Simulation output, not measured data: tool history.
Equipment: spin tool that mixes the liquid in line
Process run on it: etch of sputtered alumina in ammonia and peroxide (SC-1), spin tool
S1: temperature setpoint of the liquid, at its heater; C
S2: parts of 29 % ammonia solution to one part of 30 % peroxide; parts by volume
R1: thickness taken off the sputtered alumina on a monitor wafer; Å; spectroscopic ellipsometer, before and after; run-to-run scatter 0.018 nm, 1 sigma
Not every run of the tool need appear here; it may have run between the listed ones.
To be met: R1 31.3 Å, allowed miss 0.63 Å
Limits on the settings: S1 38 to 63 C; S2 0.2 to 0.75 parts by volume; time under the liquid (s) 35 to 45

run 1 hour=0 | S1=47 S2=0.45 time_under_the_liquid_(s)=45 | R1=18.487
run 2 hour=3.4 | S1=47 S2=0.4 time_under_the_liquid_(s)=45 | R1=18.279
run 3 hour=8.1 | S1=47 S2=0.3 time_under_the_liquid_(s)=45 | R1=17.811
run 4 hour=10.3 | S1=44 S2=0.3 time_under_the_liquid_(s)=45 | R1=14.748
-- hour=14 heated supply line repaired
run 5 hour=14 | S1=47 S2=0.3 time_under_the_liquid_(s)=45 | R1=19.448
run 6 hour=20.8 | S1=41.5 S2=0.3 time_under_the_liquid_(s)=45 | R1=14.12
run 7 hour=27.2 | S1=49.5 S2=0.3 time_under_the_liquid_(s)=45 | R1=22.354
run 8 hour=32.5 | S1=50.5 S2=0.3 time_under_the_liquid_(s)=45 | R1=23.434

5 candidate next runs follow, results not yet known. Just one meets every target within its allowed miss. Identify it.
run A hour=37.8 | S1=46 S2=0.35 time_under_the_liquid_(s)=35 | R1=?
run B hour=37.8 | S1=49.5 S2=0.4 time_under_the_liquid_(s)=35 | R1=?
run C hour=37.8 | S1=57 S2=0.3 time_under_the_liquid_(s)=45 | R1=?
run D hour=37.8 | S1=51 S2=0.3 time_under_the_liquid_(s)=35 | R1=?
run E hour=37.8 | S1=56.5 S2=0.2 time_under_the_liquid_(s)=45 | R1=?

move=A R1=14.516
move=B R1=17.878
move=C R1=33.485
move=D R1=18.889
move=E R1=31.384
A: lands further from the targets than the last run did
B: lands further from the targets than the last run did
C: moves the result that the last run missed by most past its target, out the other side
D: lands further from the targets than the last run did
E: each result inside its tolerance
E meets every target.

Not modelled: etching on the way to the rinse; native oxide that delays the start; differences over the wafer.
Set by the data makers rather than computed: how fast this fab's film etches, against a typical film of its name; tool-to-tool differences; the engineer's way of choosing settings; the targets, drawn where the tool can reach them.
